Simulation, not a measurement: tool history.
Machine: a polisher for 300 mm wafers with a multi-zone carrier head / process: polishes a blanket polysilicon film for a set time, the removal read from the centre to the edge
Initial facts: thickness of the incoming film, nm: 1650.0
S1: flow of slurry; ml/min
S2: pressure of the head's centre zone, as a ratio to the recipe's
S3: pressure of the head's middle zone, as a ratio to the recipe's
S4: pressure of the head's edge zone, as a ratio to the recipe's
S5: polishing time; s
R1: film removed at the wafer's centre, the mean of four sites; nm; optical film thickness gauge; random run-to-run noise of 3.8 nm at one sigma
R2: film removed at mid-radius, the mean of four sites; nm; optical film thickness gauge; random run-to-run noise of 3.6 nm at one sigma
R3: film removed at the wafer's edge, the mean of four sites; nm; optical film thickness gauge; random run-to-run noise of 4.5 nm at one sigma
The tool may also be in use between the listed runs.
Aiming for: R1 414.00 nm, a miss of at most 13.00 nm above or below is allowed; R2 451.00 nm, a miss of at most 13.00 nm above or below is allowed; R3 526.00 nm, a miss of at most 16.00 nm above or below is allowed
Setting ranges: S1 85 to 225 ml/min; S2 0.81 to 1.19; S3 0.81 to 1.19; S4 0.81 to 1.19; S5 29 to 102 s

Run 1, hour 0.0: S1 145 ml/min, S2 1.00, S3 1.00, S4 1.00, S5 65 s. Result: R1 362.54 nm, R2 355.82 nm, R3 360.78 nm.
Run 2, hour 4.1: S1 145 ml/min, S2 1.00, S3 1.04, S4 1.00, S5 65 s. Result: R1 366.65 nm, R2 375.59 nm, R3 364.31 nm.
Run 3, hour 7.3: S1 145 ml/min, S2 0.98, S3 1.03, S4 1.03, S5 68 s. Result: R1 375.90 nm, R2 380.49 nm, R3 393.86 nm.
Run 4, hour 14.0: S1 130 ml/min, S2 0.98, S3 1.03, S4 1.03, S5 68 s. Result: R1 362.22 nm, R2 376.57 nm, R3 384.21 nm.
Run 5, hour 18.7: S1 130 ml/min, S2 0.98, S3 1.10, S4 1.03, S5 68 s. Result: R1 363.51 nm, R2 397.43 nm, R3 380.54 nm.
Run 6, hour 20.8: S1 140 ml/min, S2 0.96, S3 1.09, S4 1.06, S5 69 s. Result: R1 368.88 nm, R2 405.13 nm, R3 396.06 nm.
Run 7, hour 25.7: S1 145 ml/min, S2 0.94, S3 1.07, S4 1.08, S5 71 s. Result: R1 376.26 nm, R2 413.76 nm, R3 415.38 nm.
Run 8, hour 28.8: S1 150 ml/min, S2 0.92, S3 1.05, S4 1.10, S5 73 s. Result: R1 371.46 nm, R2 419.60 nm, R3 432.77 nm.
Run 9, hour 31.5: S1 155 ml/min, S2 0.92, S3 1.03, S4 1.12, S5 74 s. Result: R1 378.19 nm, R2 419.77 nm, R3 442.21 nm.

Consider the 4 candidate settings below. Which is the only one whose results all fall within their allowed miss of target?
Run A, hour 34.2: S1 145 ml/min, S2 0.87, S3 1.01, S4 1.19, S5 86 s. Result: R1 ?, R2 ?, R3 ?.
Run B, hour 34.2: S1 160 ml/min, S2 0.86, S3 0.94, S4 1.19, S5 85 s. Result: R1 ?, R2 ?, R3 ?.
Run C, hour 34.2: S1 150 ml/min, S2 0.86, S3 0.99, S4 1.17, S5 86 s. Result: R1 ?, R2 ?, R3 ?.
Run D, hour 34.2: S1 145 ml/min, S2 0.81, S3 0.96, S4 1.19, S5 85 s. Result: R1 ?, R2 ?, R3 ?.

move      R1      R2      R3
   A  408.88  479.88  525.89
   B  404.85  452.05  524.87
   C  406.05  473.91  522.98
   D  375.88  454.59  520.12
A: puts the biggest miss on target and leaves a different result outside tolerance
B: every result lands within tolerance
C: puts the biggest miss on target and leaves a different result outside tolerance
D: puts the biggest miss on target and leaves a different result outside tolerance
B meets every target.
